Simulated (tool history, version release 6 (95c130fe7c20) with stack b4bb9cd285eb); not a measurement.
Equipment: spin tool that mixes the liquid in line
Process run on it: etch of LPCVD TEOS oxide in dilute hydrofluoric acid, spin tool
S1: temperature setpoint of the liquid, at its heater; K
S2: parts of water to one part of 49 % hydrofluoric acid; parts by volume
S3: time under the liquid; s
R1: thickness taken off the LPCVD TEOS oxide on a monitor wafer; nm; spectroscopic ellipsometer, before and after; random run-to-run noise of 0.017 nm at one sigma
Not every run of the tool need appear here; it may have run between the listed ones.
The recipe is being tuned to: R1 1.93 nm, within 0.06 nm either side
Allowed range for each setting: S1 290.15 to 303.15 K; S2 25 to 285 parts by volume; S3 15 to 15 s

run  hour      S1   S2  S3      R1
  1     0  295.15  155  15  2.3896
  2     2  295.15  155  15  2.4025
  3   6.2  293.65  155  15  2.2646
  4   9.6  297.15  155  15   2.608
     12.3  -- thermometer replaced
  5  12.3  295.15  155  15  2.2879
  6  17.9  294.15  155  15  2.1907
  7  23.2  293.65  155  15   2.135
  8  29.1  293.15  155  15    2.08

5 next moves are on the table. One of them brings every result within its allowed miss. Which?
  A    35  294.15  150  15   ?
  B    35  290.15  130  15   ?
  C    35  291.65  170  15   ?
  D    35  291.15  140  15   ?
  E    35  291.65  160  15   ?

move      R1
   A  2.2966
   B  2.3011
   C   1.798
   D  2.2043
   E  1.9293
A: misses by more than the last run did
B: misses by more than the last run did
C: carries the result that was furthest off beyond its target, to the other side
D: misses by more than the last run did
E: every result within its allowed miss
Answer: E
